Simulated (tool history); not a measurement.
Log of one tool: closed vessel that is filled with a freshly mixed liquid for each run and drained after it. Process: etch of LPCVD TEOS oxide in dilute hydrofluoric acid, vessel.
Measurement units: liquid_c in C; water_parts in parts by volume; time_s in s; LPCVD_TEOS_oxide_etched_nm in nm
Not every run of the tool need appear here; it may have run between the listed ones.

{"run": 1, "hour": 0.0, "liquid_c": 21, "water_parts": 295, "time_s": 570, "LPCVD_TEOS_oxide_etched_nm": 36.408}
{"run": 2, "hour": 6.4, "liquid_c": 21, "water_parts": 350, "time_s": 570, "LPCVD_TEOS_oxide_etched_nm": 28.746}
{"run": 3, "hour": 13.5, "liquid_c": 22.5, "water_parts": 315, "time_s": 570, "LPCVD_TEOS_oxide_etched_nm": 35.284}
{"run": 4, "hour": 20.1, "liquid_c": 22.5, "water_parts": 315, "time_s": 570, "LPCVD_TEOS_oxide_etched_nm": 35.256}
{"run": 5, "hour": 25.8, "liquid_c": 20.5, "water_parts": 315, "time_s": 570, "LPCVD_TEOS_oxide_etched_nm": 32.831}
{"run": 6, "hour": 28.4, "liquid_c": 22.5, "water_parts": 290, "time_s": 570, "LPCVD_TEOS_oxide_etched_nm": 39.699}
{"run": 7, "hour": 37.2, "liquid_c": 24, "water_parts": 270, "time_s": 570, "LPCVD_TEOS_oxide_etched_nm": 45.455}

Run 8 comes next. What will it give?
{"run": 8, "hour": 46.6, "liquid_c": 28, "water_parts": 195, "time_s": 570, "LPCVD_TEOS_oxide_etched_nm": "?"}

LPCVD_TEOS_oxide_etched_nm: 77.729 nm

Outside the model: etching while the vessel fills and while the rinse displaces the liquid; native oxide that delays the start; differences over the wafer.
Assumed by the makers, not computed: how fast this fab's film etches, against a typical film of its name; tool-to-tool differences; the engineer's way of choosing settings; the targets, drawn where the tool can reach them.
